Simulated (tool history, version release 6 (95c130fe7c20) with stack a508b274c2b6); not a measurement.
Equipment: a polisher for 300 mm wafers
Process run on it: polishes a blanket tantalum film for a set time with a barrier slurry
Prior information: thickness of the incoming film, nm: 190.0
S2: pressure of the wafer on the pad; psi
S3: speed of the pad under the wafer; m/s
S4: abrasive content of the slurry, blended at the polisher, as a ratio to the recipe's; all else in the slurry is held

{"run": 1, "day": 0.0, "flow of slurry (ml/min)": 165, "S2": 1.5, "S3": 0.9, "S4": 1.0, "polishing time (s)": 67, "film removed (angstrom)": 649.18}
{"run": 2, "day": 0.096, "flow of slurry (ml/min)": 165, "S2": 1.5, "S3": 0.9, "S4": 1.0, "polishing time (s)": 67, "film removed (angstrom)": 650.72}
{"run": 3, "day": 0.462, "flow of slurry (ml/min)": 165, "S2": 1.7, "S3": 0.9, "S4": 1.0, "polishing time (s)": 67, "film removed (angstrom)": 710.71}
{"run": 4, "day": 0.829, "flow of slurry (ml/min)": 165, "S2": 1.8, "S3": 0.92, "S4": 1.0, "polishing time (s)": 67, "film removed (angstrom)": 789.66}
{"run": 5, "day": 1.196, "flow of slurry (ml/min)": 165, "S2": 1.6, "S3": 0.92, "S4": 1.0, "polishing time (s)": 67, "film removed (angstrom)": 687.96}
{"run": 6, "day": 1.333, "flow of slurry (ml/min)": 165, "S2": 1.7, "S3": 0.92, "S4": 1.0, "polishing time (s)": 67, "film removed (angstrom)": 754.69}
{"run": 7, "day": 1.538, "flow of slurry (ml/min)": 165, "S2": 1.8, "S3": 0.92, "S4": 1.0, "polishing time (s)": 67, "film removed (angstrom)": 781.15}
{"run": 8, "day": 1.738, "flow of slurry (ml/min)": 165, "S2": 1.9, "S3": 0.92, "S4": 1.0, "polishing time (s)": 67, "film removed (angstrom)": 839.24}
{"run": 9, "day": 2.075, "flow of slurry (ml/min)": 165, "S2": 2.1, "S3": 0.94, "S4": 1.0, "polishing time (s)": 67, "film removed (angstrom)": 902.77}
{"run": 10, "day": 2.317, "flow of slurry (ml/min)": 165, "S2": 2.1, "S3": 0.96, "S4": 1.0, "polishing time (s)": 67, "film removed (angstrom)": 935.93}

Run 11 comes next. What will it give?
{"run": 11, "day": 2.679, "flow of slurry (ml/min)": 165, "S2": 2.2, "S3": 1.0, "S4": 1.0, "polishing time (s)": 67, "film removed (angstrom)": "?"}

Run 11 came out at film removed (angstrom) 1025.30.
